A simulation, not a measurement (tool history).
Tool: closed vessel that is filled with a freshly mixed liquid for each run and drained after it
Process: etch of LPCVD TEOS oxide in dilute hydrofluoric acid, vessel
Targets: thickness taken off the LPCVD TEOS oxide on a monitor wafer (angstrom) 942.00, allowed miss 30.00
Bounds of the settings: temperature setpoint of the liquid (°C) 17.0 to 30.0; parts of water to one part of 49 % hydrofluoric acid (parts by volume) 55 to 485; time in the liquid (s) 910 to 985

| run | hour | temperature setpoint of the liquid (°C) | parts of water to one part of 49 % hydrofluoric acid (parts by volume) | time in the liquid (s) | thickness taken off the LPCVD TEOS oxide on a monitor wafer (angstrom) |
|---|---|---|---|---|---|
| 1 | 0.0 | 22.0 | 270 | 910 | 637.65 |
| 2 | 0.8 | 23.0 | 265 | 910 | 684.46 |
| 3 | 8.9 | 23.0 | 300 | 910 | 570.88 |
| 4 | 11.7 | 23.0 | 345 | 910 | 473.95 |
| 5 | 12.5 | 23.5 | 335 | 910 | 512.14 |
| 6 | 14.6 | 23.5 | 370 | 910 | 444.00 |
| 7 | 15.9 | 24.0 | 355 | 910 | 473.07 |
| 8 | 20.0 | 24.5 | 340 | 910 | 513.24 |
| 9 | 24.2 | 25.0 | 330 | 910 | 548.23 |
| 10 | 26.7 | 25.5 | 320 | 910 | 582.41 |
| 11 | 29.9 | 26.0 | 310 | 910 | 610.58 |
| 12 | 38.3 | 26.5 | 300 | 910 | 645.99 |
| 13 | 40.2 | 30.0 | 230 | 910 | 1035.90 |
| 14 | 41.5 | 29.5 | 230 | 910 | 1007.70 |
| 15 | 50.5 | 28.5 | 230 | 910 | 970.37 |

Which of these 4 next moves meets every target?
| A | 59.5 | 29.0 | 240 | 910 | ? |
| B | 59.5 | 28.5 | 225 | 910 | ? |
| C | 59.5 | 26.5 | 225 | 980 | ? |
| D | 59.5 | 26.0 | 205 | 920 | ? |

| move | thickness taken off the LPCVD TEOS oxide on a monitor wafer (angstrom) |
|---|---|
| A | 944.51 |
| B | 1007.60 |
| C | 1011.90 |
| D | 1047.20 |
A: meets every target
B: further off than the last run
C: further off than the last run
D: further off than the last run
Answer: A

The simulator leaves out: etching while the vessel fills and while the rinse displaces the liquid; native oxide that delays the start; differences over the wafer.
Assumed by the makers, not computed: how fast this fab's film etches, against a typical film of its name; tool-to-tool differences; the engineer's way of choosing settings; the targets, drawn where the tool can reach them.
